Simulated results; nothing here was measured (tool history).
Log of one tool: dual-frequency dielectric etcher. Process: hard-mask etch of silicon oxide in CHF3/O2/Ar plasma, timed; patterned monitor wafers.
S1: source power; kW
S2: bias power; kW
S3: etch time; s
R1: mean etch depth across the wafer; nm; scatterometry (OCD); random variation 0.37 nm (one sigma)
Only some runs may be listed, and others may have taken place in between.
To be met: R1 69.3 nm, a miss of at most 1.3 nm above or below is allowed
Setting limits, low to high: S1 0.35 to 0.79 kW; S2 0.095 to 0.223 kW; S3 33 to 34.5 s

Run 1, hour 0: S1 0.57 kW, S2 0.159 kW, S3 33 s. Result: R1 60.938 nm.
Run 2, hour 4.3: S1 0.62 kW, S2 0.162 kW, S3 33 s. Result: R1 63.045 nm.
Run 3, hour 8.3: S1 0.62 kW, S2 0.134 kW, S3 33 s. Result: R1 58.579 nm.
Run 4, hour 13.6: S1 0.66 kW, S2 0.143 kW, S3 33 s. Result: R1 61.382 nm.
Run 5, hour 17.8: S1 0.69 kW, S2 0.15 kW, S3 33 s. Result: R1 63.295 nm.
Run 6, hour 25: S1 0.71 kW, S2 0.156 kW, S3 33 s. Result: R1 65.004 nm.
Run 7, hour 32.2: S1 0.73 kW, S2 0.16 kW, S3 33 s. Result: R1 66.908 nm.
Run 8, hour 38: S1 0.74 kW, S2 0.161 kW, S3 33 s. Result: R1 66.826 nm.
Run 9, hour 42.6: S1 0.75 kW, S2 0.163 kW, S3 33 s. Result: R1 67.659 nm.

Exercise: of the 4 proposed moves below, exactly one satisfies all targets within the stated allowed misses. Which move is it?
Run A, hour 47.2: S1 0.71 kW, S2 0.143 kW, S3 33.5 s. Result: R1 ?.
Run B, hour 47.2: S1 0.78 kW, S2 0.163 kW, S3 33.5 s. Result: R1 ?.
Run C, hour 47.2: S1 0.65 kW, S2 0.159 kW, S3 33.5 s. Result: R1 ?.
Run D, hour 47.2: S1 0.62 kW, S2 0.172 kW, S3 33.5 s. Result: R1 ?.

move      R1
   A   64.76
   B  70.463
   C  65.416
   D  66.368
A: lands further from the targets than the last run did
B: hits every target within its allowed miss
C: lands further from the targets than the last run did
D: lands further from the targets than the last run did
B meets every target.
